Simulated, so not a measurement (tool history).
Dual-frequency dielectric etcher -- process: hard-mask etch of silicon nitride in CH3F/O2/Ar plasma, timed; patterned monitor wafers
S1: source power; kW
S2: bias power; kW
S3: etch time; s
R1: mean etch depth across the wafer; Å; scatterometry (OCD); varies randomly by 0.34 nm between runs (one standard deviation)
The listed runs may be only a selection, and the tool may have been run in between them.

Run 1, hour 0.0: S1 0.520 kW, S2 0.096 kW, S3 127 s. Result: R1 1039.5 Å.
Run 2, hour 8.8: S1 0.570 kW, S2 0.097 kW, S3 127 s. Result: R1 1072.8 Å.
Run 3, hour 9.5: S1 0.600 kW, S2 0.099 kW, S3 127 s. Result: R1 1090.4 Å.
Run 4, hour 16.1: S1 0.600 kW, S2 0.115 kW, S3 127 s. Result: R1 1155.5 Å.
Run 5, hour 17.5: S1 0.600 kW, S2 0.115 kW, S3 127 s. Result: R1 1152.4 Å.
Run 6, hour 22.4: S1 0.520 kW, S2 0.115 kW, S3 127 s. Result: R1 1107.4 Å.
Run 7, hour 29.8: S1 0.550 kW, S2 0.116 kW, S3 127 s. Result: R1 1135.7 Å.

Forecast run 8:
Run 8, hour 37.3: S1 0.640 kW, S2 0.118 kW, S3 127 s. Result: R1 ?.

{"run 8": {"R1": 1190.5}}
